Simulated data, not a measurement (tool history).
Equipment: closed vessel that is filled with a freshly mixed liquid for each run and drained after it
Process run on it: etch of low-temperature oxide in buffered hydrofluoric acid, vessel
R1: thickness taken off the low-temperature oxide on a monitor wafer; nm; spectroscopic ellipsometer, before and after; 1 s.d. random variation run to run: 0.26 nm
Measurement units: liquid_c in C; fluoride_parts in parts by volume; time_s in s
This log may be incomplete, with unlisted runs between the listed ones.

Run 1, hour 0.0: liquid_c 24.0 C, fluoride_parts 12.0 parts by volume, time_s 30 s. Result: R1 95.006 nm.
Run 2, hour 2.2: liquid_c 25.5 C, fluoride_parts 12.0 parts by volume, time_s 30 s. Result: R1 102.580 nm.
Run 3, hour 10.2: liquid_c 27.0 C, fluoride_parts 12.0 parts by volume, time_s 30 s. Result: R1 111.550 nm.
Run 4, hour 12.5: liquid_c 27.0 C, fluoride_parts 12.0 parts by volume, time_s 30 s. Result: R1 110.370 nm.
Run 5, hour 17.1: liquid_c 25.5 C, fluoride_parts 12.0 parts by volume, time_s 30 s. Result: R1 102.630 nm.
Run 6, hour 24.1: liquid_c 25.5 C, fluoride_parts 12.0 parts by volume, time_s 30 s. Result: R1 102.730 nm.
Run 7, hour 26.4: liquid_c 24.0 C, fluoride_parts 12.0 parts by volume, time_s 30 s. Result: R1 95.134 nm.
Run 8, hour 29.6: liquid_c 23.0 C, fluoride_parts 12.0 parts by volume, time_s 30 s. Result: R1 89.316 nm.
Run 9, hour 34.0: liquid_c 19.0 C, fluoride_parts 12.5 parts by volume, time_s 30 s. Result: R1 68.619 nm.
Run 10, hour 40.6: liquid_c 18.5 C, fluoride_parts 12.5 parts by volume, time_s 30 s. Result: R1 66.409 nm.

Forecast run 11:
Run 11, hour 46.0: liquid_c 17.5 C, fluoride_parts 12.5 parts by volume, time_s 30 s. Result: R1 ?.

{"run 11": {"R1": 63.599}}
